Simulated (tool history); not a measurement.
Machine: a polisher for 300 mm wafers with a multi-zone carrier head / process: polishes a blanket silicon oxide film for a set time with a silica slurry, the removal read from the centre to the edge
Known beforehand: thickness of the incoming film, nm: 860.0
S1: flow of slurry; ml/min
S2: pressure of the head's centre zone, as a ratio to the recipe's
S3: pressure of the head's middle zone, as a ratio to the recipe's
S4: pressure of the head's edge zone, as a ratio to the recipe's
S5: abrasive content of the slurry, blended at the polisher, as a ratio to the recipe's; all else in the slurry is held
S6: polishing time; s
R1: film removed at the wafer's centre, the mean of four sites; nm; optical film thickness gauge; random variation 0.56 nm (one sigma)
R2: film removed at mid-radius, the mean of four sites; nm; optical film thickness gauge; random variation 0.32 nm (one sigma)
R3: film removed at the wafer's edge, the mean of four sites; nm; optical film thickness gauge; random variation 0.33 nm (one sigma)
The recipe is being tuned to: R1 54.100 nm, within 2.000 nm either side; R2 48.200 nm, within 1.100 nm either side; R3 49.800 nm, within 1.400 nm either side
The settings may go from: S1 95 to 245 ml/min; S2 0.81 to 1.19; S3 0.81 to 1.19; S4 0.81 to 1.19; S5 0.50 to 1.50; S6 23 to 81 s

Run 1, hour 0.0: S1 155 ml/min, S2 1.00, S3 1.00, S4 1.00, S5 1.00, S6 52 s. Result: R1 122.790 nm, R2 129.340 nm, R3 123.970 nm.
Run 2, hour 1.5: S1 125 ml/min, S2 1.00, S3 1.00, S4 1.00, S5 1.00, S6 52 s. Result: R1 115.220 nm, R2 123.550 nm, R3 119.300 nm.
Run 3, hour 8.8: S1 120 ml/min, S2 1.02, S3 0.95, S4 0.95, S5 0.85, S6 43 s. Result: R1 86.299 nm, R2 84.897 nm, R3 86.295 nm.
Run 4, hour 16.1: S1 120 ml/min, S2 1.02, S3 0.95, S4 0.95, S5 0.85, S6 50 s. Result: R1 99.181 nm, R2 99.404 nm, R3 99.179 nm.
Run 5, hour 22.7: S1 120 ml/min, S2 1.02, S3 0.95, S4 0.95, S5 0.75, S6 50 s. Result: R1 87.434 nm, R2 88.558 nm, R3 88.181 nm.
Run 6, hour 26.3: S1 120 ml/min, S2 0.97, S3 0.95, S4 0.95, S5 0.75, S6 50 s. Result: R1 83.876 nm, R2 87.824 nm, R3 87.127 nm.
Run 7, hour 29.4: S1 120 ml/min, S2 1.06, S3 0.85, S4 0.85, S5 0.50, S6 36 s. Result: R1 35.267 nm, R2 31.193 nm, R3 32.812 nm.
Run 8, hour 38.0: S1 130 ml/min, S2 1.09, S3 0.89, S4 0.92, S5 0.50, S6 35 s. Result: R1 36.023 nm, R2 32.342 nm, R3 33.632 nm.
Run 9, hour 46.0: S1 150 ml/min, S2 1.12, S3 0.93, S4 1.00, S5 0.55, S6 35 s. Result: R1 47.976 nm, R2 41.131 nm, R3 42.981 nm.
Run 10, hour 54.6: S1 150 ml/min, S2 1.12, S3 0.93, S4 1.00, S5 0.55, S6 35 s. Result: R1 46.871 nm, R2 42.069 nm, R3 43.072 nm.
Run 11, hour 57.7: S1 150 ml/min, S2 1.13, S3 0.94, S4 1.04, S5 0.55, S6 35 s. Result: R1 47.244 nm, R2 42.575 nm, R3 43.181 nm.
Run 12, hour 66.7: S1 175 ml/min, S2 1.11, S3 0.94, S4 1.04, S5 0.55, S6 35 s. Result: R1 47.660 nm, R2 43.218 nm, R3 44.208 nm.
Run 13, hour 71.3: S1 175 ml/min, S2 1.13, S3 0.95, S4 1.09, S5 0.55, S6 35 s. Result: R1 49.977 nm, R2 43.470 nm, R3 44.810 nm.
Run 14, hour 75.8: S1 175 ml/min, S2 1.12, S3 0.96, S4 1.12, S5 0.55, S6 35 s. Result: R1 48.053 nm, R2 44.025 nm, R3 45.556 nm.
Run 15, hour 79.3: S1 185 ml/min, S2 1.13, S3 0.97, S4 1.14, S5 0.55, S6 35 s. Result: R1 49.871 nm, R2 44.650 nm, R3 46.512 nm.
Run 16, hour 87.1: S1 195 ml/min, S2 1.13, S3 0.98, S4 1.16, S5 0.55, S6 35 s. Result: R1 49.896 nm, R2 45.735 nm, R3 46.643 nm.
Run 17, hour 95.5: S1 200 ml/min, S2 1.14, S3 0.98, S4 1.17, S5 0.60, S6 35 s. Result: R1 59.239 nm, R2 53.594 nm, R3 54.735 nm.
Run 18, hour 98.4: S1 165 ml/min, S2 1.15, S3 0.97, S4 1.15, S5 0.60, S6 35 s. Result: R1 56.909 nm, R2 50.177 nm, R3 53.084 nm.
Run 19, hour 105.0: S1 175 ml/min, S2 1.14, S3 0.96, S4 1.14, S5 0.60, S6 35 s. Result: R1 55.748 nm, R2 50.870 nm, R3 53.253 nm.

Consider the 5 candidate settings below. Which is the only one whose results all fall within their allowed miss of target?
Run A, hour 111.6: S1 175 ml/min, S2 1.11, S3 0.93, S4 1.04, S5 0.60, S6 34 s. Result: R1 ?, R2 ?, R3 ?.
Run B, hour 111.6: S1 165 ml/min, S2 1.17, S3 1.15, S4 1.10, S5 0.60, S6 33 s. Result: R1 ?, R2 ?, R3 ?.
Run C, hour 111.6: S1 160 ml/min, S2 1.17, S3 1.02, S4 1.17, S5 0.65, S6 32 s. Result: R1 ?, R2 ?, R3 ?.
Run D, hour 111.6: S1 160 ml/min, S2 1.05, S3 0.98, S4 1.18, S5 0.80, S6 27 s. Result: R1 ?, R2 ?, R3 ?.
Run E, hour 111.6: S1 190 ml/min, S2 1.12, S3 1.09, S4 1.11, S5 0.60, S6 32 s. Result: R1 ?, R2 ?, R3 ?.

move      R1      R2      R3
   A  53.849  47.762  50.133
   B  54.530  54.307  49.228
   C  58.751  53.206  54.660
   D  55.883  54.723  58.228
   E  51.993  51.684  48.811
A: all results land within tolerance of their targets
B: the worst result of the last run now meets its target, but another is out of spec
C: its largest miss is bigger than the last run's
D: its largest miss is bigger than the last run's
E: the worst result of the last run now meets its target, but another is out of spec
The move that meets every target is A.

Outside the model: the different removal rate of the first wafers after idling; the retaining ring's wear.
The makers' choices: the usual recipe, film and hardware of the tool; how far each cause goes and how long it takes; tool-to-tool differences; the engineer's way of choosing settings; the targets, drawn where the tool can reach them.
